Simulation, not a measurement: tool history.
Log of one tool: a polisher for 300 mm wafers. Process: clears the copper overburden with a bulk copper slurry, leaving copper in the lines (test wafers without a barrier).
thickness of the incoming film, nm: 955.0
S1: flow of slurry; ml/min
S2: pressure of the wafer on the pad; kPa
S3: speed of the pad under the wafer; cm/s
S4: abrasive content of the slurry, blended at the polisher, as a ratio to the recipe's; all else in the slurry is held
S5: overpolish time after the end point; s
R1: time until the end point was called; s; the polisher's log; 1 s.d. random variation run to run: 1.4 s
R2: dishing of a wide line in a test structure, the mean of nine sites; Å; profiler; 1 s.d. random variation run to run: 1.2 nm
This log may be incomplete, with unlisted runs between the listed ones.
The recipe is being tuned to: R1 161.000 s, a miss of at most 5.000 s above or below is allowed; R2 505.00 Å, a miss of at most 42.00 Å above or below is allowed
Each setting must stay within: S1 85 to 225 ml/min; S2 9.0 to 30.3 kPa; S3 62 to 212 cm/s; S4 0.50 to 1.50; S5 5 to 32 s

run,hour,S1,S2,S3,S4,S5,R1,R2
1,0.0,145,19.3,136,1.00,16,68.605,649.09
2,4.5,140,17.9,132,1.00,16,77.390,619.82
3,13.2,140,20.7,132,1.00,16,67.866,647.64
4,19.0,140,20.7,132,1.00,21,66.506,676.22
5,27.8,170,20.7,132,1.00,21,65.519,715.21
6,36.4,170,20.7,132,1.00,14,65.117,655.03
7,43.0,170,19.3,128,1.00,14,72.318,615.02
8,48.8,170,17.9,124,1.00,15,78.945,609.95
9,53.7,170,16.5,120,1.00,16,90.325,571.88
10,56.6,170,15.9,118,1.00,17,94.175,600.21
11,60.2,170,15.2,116,1.00,17,99.375,569.93
12,61.7,170,14.5,114,1.00,18,105.710,597.64
13,69.4,170,13.8,112,1.00,18,115.110,565.21
14,74.5,165,13.1,112,1.00,18,120.120,536.30
15,80.4,160,12.4,112,1.00,19,126.280,520.98
16,87.4,160,11.7,112,1.00,20,134.120,543.67
17,93.7,155,11.7,112,1.00,20,134.700,529.03
18,100.2,155,11.7,112,1.00,20,134.160,547.95
19,103.2,150,11.7,112,1.00,20,135.090,539.45
20,110.1,145,11.7,112,1.00,20,135.730,535.39

Of the 5 settings listed for the next run, only one would bring every result within its allowed miss of target. Which one?
A,117.0,120,21.4,84,1.05,24,?,?
B,117.0,115,11.7,106,1.10,22,?,?
C,117.0,150,16.5,104,0.95,18,?,?
D,117.0,130,9.0,104,1.10,21,?,?
E,117.0,150,13.1,88,0.85,22,?,?

move,R1,R2
A,101.720,651.94
B,144.580,527.89
C,105.160,574.20
D,185.890,448.31
E,158.840,514.20
A: its largest miss is bigger than the last run's
B: closer than the last run, but not yet in spec
C: its largest miss is bigger than the last run's
D: takes the biggest miss from the last run beyond its target
E: all results land within tolerance of their targets
Go with E: it meets all targets.
